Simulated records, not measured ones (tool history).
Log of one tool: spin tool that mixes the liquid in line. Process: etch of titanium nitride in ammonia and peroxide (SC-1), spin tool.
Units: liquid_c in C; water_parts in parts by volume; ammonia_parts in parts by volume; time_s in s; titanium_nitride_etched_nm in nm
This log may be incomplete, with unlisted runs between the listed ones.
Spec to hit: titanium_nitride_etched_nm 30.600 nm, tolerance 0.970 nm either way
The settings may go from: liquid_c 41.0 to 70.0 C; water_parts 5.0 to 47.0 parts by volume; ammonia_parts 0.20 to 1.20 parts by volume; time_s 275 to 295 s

run 1 hour=0.0 | liquid_c=57.0 water_parts=26.0 ammonia_parts=0.75 time_s=275 | titanium_nitride_etched_nm=18.737
run 2 hour=4.4 | liquid_c=57.0 water_parts=26.0 ammonia_parts=0.55 time_s=275 | titanium_nitride_etched_nm=17.459
run 3 hour=11.5 | liquid_c=57.0 water_parts=26.0 ammonia_parts=0.65 time_s=275 | titanium_nitride_etched_nm=18.064
run 4 hour=13.0 | liquid_c=58.0 water_parts=26.0 ammonia_parts=0.65 time_s=275 | titanium_nitride_etched_nm=19.112
run 5 hour=20.9 | liquid_c=58.0 water_parts=26.0 ammonia_parts=0.40 time_s=275 | titanium_nitride_etched_nm=17.696
run 6 hour=28.2 | liquid_c=59.0 water_parts=26.0 ammonia_parts=0.40 time_s=275 | titanium_nitride_etched_nm=18.853
run 7 hour=36.4 | liquid_c=60.0 water_parts=26.0 ammonia_parts=0.40 time_s=275 | titanium_nitride_etched_nm=20.295
run 8 hour=40.9 | liquid_c=60.5 water_parts=26.0 ammonia_parts=0.40 time_s=275 | titanium_nitride_etched_nm=20.837
run 9 hour=45.0 | liquid_c=61.0 water_parts=26.0 ammonia_parts=0.40 time_s=275 | titanium_nitride_etched_nm=21.595
run 10 hour=47.9 | liquid_c=61.5 water_parts=26.0 ammonia_parts=0.40 time_s=275 | titanium_nitride_etched_nm=22.206
run 11 hour=52.2 | liquid_c=62.0 water_parts=26.0 ammonia_parts=0.40 time_s=275 | titanium_nitride_etched_nm=23.086

Pick the move, out of 5, that brings all results within their allowed miss; only one does.
run A hour=56.5 | liquid_c=64.5 water_parts=23.0 ammonia_parts=0.55 time_s=295 | titanium_nitride_etched_nm=?
run B hour=56.5 | liquid_c=63.0 water_parts=24.0 ammonia_parts=0.75 time_s=275 | titanium_nitride_etched_nm=?
run C hour=56.5 | liquid_c=64.5 water_parts=26.0 ammonia_parts=0.50 time_s=295 | titanium_nitride_etched_nm=?
run D hour=56.5 | liquid_c=69.0 water_parts=26.5 ammonia_parts=0.20 time_s=295 | titanium_nitride_etched_nm=?
run E hour=56.5 | liquid_c=64.0 water_parts=21.5 ammonia_parts=0.50 time_s=295 | titanium_nitride_etched_nm=?

move=A titanium_nitride_etched_nm=33.263
move=B titanium_nitride_etched_nm=29.121
move=C titanium_nitride_etched_nm=30.487
move=D titanium_nitride_etched_nm=33.552
move=E titanium_nitride_etched_nm=32.869
A: pushes the last run's worst result past its target
B: closer than the last run, but not yet in spec
C: meets every target
D: pushes the last run's worst result past its target
E: pushes the last run's worst result past its target
The move that meets every target is C.

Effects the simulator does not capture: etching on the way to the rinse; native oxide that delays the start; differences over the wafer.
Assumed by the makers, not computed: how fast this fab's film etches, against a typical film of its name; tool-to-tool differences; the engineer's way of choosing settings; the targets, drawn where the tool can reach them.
